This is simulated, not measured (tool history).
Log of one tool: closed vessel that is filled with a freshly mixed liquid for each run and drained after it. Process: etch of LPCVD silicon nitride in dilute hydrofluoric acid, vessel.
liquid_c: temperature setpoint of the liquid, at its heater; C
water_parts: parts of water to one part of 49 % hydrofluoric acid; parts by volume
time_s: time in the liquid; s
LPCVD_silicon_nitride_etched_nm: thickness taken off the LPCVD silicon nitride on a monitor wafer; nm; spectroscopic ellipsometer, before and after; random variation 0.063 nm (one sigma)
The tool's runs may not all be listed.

| run | day | liquid_c | water_parts | time_s | LPCVD_silicon_nitride_etched_nm |
|---|---|---|---|---|---|
| 1 | 0.000 | 25.0 | 110 | 2970 | 15.697 |
| 2 | 0.221 | 25.0 | 85 | 2970 | 20.398 |
| 3 | 0.317 | 22.5 | 85 | 2970 | 17.209 |
| 4 | 0.396 | 20.5 | 85 | 2970 | 15.038 |
| 5 | 0.754 | 19.5 | 85 | 2970 | 14.086 |
| 6 | 1.029 | 19.5 | 85 | 2970 | 14.059 |
| 7 | 1.317 | 18.5 | 85 | 2970 | 13.203 |

Run 8 comes next. What will it give?
| 8 | 1.679 | 18.0 | 85 | 2970 | ? |

LPCVD_silicon_nitride_etched_nm: 12.622 nm
